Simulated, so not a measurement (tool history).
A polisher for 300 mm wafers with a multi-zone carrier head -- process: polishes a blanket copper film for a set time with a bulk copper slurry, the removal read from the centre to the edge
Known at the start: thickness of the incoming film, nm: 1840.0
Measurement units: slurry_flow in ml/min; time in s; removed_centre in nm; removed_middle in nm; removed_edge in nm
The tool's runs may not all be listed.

| run | day | slurry_flow | centre_zone | middle_zone | edge_zone | slurry_solids | time | removed_centre | removed_middle | removed_edge |
|---|---|---|---|---|---|---|---|---|---|---|
| 1 | 0 | 230 | 1 | 1 | 1 | 1 | 63 | 698.57 | 694.58 | 699.79 |
| 2 | 0.108 | 185 | 1 | 1 | 1 | 1 | 63 | 673.44 | 664.31 | 687.83 |
| 3 | 0.275 | 185 | 1 | 1 | 1.04 | 1 | 63 | 663.08 | 659.97 | 694.4 |
| 4 | 0.321 | 185 | 1 | 1 | 1.04 | 1 | 55 | 580.42 | 586.84 | 605.02 |
| 5 | 0.638 | 185 | 1 | 1 | 1.04 | 1 | 49 | 516.88 | 518.18 | 538.13 |
| 6 | 0.925 | 185 | 0.93 | 1 | 1.04 | 1 | 49 | 480.91 | 523.05 | 541.39 |

Predict the results of run 7:
| 7 | 1.029 | 190 | 0.92 | 0.98 | 1 | 0.9 | 48 | ? | ? | ? |

removed_centre: 464.35 nm
removed_middle: 501.54 nm
removed_edge: 517.9 nm
